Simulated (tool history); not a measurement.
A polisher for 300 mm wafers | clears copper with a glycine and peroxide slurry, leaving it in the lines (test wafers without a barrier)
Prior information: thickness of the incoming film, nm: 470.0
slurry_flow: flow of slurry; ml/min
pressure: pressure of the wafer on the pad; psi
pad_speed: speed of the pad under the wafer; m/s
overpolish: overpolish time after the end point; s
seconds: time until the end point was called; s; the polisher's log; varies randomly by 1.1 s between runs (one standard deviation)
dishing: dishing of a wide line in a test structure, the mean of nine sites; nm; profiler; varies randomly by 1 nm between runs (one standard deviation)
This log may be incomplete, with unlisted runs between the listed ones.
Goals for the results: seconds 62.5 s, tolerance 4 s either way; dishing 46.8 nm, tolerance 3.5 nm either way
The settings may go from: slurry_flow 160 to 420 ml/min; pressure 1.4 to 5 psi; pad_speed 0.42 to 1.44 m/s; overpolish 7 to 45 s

run    day  slurry_flow  pressure  pad_speed  overpolish  seconds  dishing
  1      0          270       3.2       0.92          23   88.316   63.939
  2  0.208          270       3.2       1.08          23   82.151   67.544
  3  0.458          275       3.4       1.04          21   77.054   65.461
  4  0.596          275       3.4       1.26          21   64.811   69.983
  5  0.688          275       3.3       1.28          19   67.578    64.56
  6  0.888          275       3.3        1.3          17   65.947   62.847
  7  0.979          280       3.3       1.32          15    63.44   57.627
  8  1.271          280       3.3       1.32          14   62.761   56.027
  9  1.412          280       3.3       1.32          13    65.19   56.045
 10    1.7          285       3.3       1.34          12   65.507     52.1

Consider the 5 candidate settings below. Which is the only one whose results all fall within their allowed miss of target?
  A  1.988          260       3.5       1.34          18        ?        ?
  B  1.988          290       3.8       1.28          14        ?        ?
  C  1.988          280       3.8       1.32          12        ?        ?
  D  1.988          290       3.4       1.32          10        ?        ?
  E  1.988          275       3.2       1.28          16        ?        ?

move  seconds  dishing
   A   59.717   65.584
   B   57.643   58.789
   C   56.287   54.371
   D    61.17   45.623
   E   66.187   58.343
A: its largest miss is bigger than the last run's
B: its largest miss is bigger than the last run's
C: its largest miss is bigger than the last run's
D: in spec on every target
E: its largest miss is bigger than the last run's
So the answer is move D, the one that meets all the targets.
